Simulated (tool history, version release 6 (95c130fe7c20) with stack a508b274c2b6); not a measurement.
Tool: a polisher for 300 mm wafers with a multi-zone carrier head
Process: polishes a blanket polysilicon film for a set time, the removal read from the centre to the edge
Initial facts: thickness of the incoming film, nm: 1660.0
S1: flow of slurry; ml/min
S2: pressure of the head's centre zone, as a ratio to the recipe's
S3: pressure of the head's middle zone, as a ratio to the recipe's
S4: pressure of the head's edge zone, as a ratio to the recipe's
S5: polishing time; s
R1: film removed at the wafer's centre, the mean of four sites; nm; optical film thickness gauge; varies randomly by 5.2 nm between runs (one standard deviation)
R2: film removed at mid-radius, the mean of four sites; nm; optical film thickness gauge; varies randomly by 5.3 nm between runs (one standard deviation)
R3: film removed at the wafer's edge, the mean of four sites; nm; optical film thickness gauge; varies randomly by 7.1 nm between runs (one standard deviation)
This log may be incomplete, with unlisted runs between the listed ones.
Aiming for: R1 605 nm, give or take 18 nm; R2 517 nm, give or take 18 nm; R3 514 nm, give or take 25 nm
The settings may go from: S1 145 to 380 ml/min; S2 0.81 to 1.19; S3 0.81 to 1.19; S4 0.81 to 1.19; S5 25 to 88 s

run    day   S1    S2    S3    S4  S5      R1      R2      R3
  1      0  245     1     1     1  56  643.71  617.97  605.35
  2  0.275  240  1.01  0.98  0.96  55  635.03   583.1  584.13
  3  0.508  240  0.97  0.98  0.96  55  603.45  600.17  595.01
  4  0.712  240  0.97  0.93  0.96  55   612.8  561.99  594.93
  5  0.912  240  0.97  0.93  1.03  55  603.54   567.4  604.36
  6  1.012  240  0.97  0.93  1.03  41  456.35  415.93  451.21
  7  1.046  250     1  0.95  1.04  43  495.01   455.2  465.08
  8  1.125  300   1.1  0.94  1.14  47  607.76  486.55  533.96
  9  1.454  305   1.1  0.96  1.13  47  618.68  509.04  558.49

Which of these 5 next moves meets every target?
  A  1.783  290  1.15  1.03   1.1  45   ?   ?   ?
  B  1.783  325  1.01  0.85  1.18  51   ?   ?   ?
  C  1.783  315  1.05  0.87  1.13  52   ?   ?   ?
  D  1.783  370  1.01  0.83  1.19  53   ?   ?   ?
  E  1.783  335  1.01  0.83  1.19  51   ?   ?   ?

move      R1      R2      R3
   A  599.71  503.96  520.11
   B  601.74  491.35  609.92
   C  636.37  509.32  611.08
   D  631.99  505.64  640.68
   E  603.21  482.98  613.03
A: every result lands within tolerance
B: misses by more than the last run did
C: misses by more than the last run did
D: misses by more than the last run did
E: misses by more than the last run did
So the answer is move A, the one that meets all the targets.
